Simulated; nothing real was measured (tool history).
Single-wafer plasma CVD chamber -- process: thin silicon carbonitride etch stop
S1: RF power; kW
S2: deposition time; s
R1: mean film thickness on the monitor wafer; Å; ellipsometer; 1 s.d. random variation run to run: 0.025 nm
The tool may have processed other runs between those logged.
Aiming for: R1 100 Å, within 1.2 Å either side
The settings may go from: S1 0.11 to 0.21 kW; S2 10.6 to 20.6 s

{"run": 1, "hour": 0.0, "S1": 0.16, "S2": 15.6, "R1": 86.454}
{"run": 2, "hour": 8.5, "S1": 0.15, "S2": 15.6, "R1": 84.932}
{"run": 3, "hour": 10.7, "S1": 0.15, "S2": 16.6, "R1": 89.931}
{"run": 4, "hour": 19.5, "S1": 0.15, "S2": 18.8, "R1": 102.23}
{"hour": 25.9, "done": "RF generator calibrated"}
{"run": 5, "hour": 25.9, "S1": 0.16, "S2": 18.8, "R1": 106.29}
{"run": 6, "hour": 30.6, "S1": 0.155, "S2": 18.8, "R1": 104.72}
{"run": 7, "hour": 31.7, "S1": 0.15, "S2": 18.8, "R1": 104.09}
{"run": 8, "hour": 38.8, "S1": 0.145, "S2": 18.8, "R1": 103.49}
{"run": 9, "hour": 47.4, "S1": 0.14, "S2": 18.8, "R1": 102.18}
{"run": 10, "hour": 56.1, "S1": 0.14, "S2": 18.8, "R1": 101.88}
{"run": 11, "hour": 58.4, "S1": 0.135, "S2": 18.8, "R1": 101.35}

4 candidate next runs follow, results not yet known. Just one meets every target within its allowed miss. Identify it.
{"run": "A", "hour": 60.7, "S1": 0.145, "S2": 17.5, "R1": "?"}
{"run": "B", "hour": 60.7, "S1": 0.13, "S2": 18.1, "R1": "?"}
{"run": "C", "hour": 60.7, "S1": 0.13, "S2": 18.3, "R1": "?"}
{"run": "D", "hour": 60.7, "S1": 0.15, "S2": 18.1, "R1": "?"}

move=A R1=95.969
move=B R1=96.415
move=C R1=97.48
move=D R1=100.17
A: carries the result that was furthest off beyond its target, to the other side
B: carries the result that was furthest off beyond its target, to the other side
C: carries the result that was furthest off beyond its target, to the other side
D: meets every target
The move that meets every target is D.
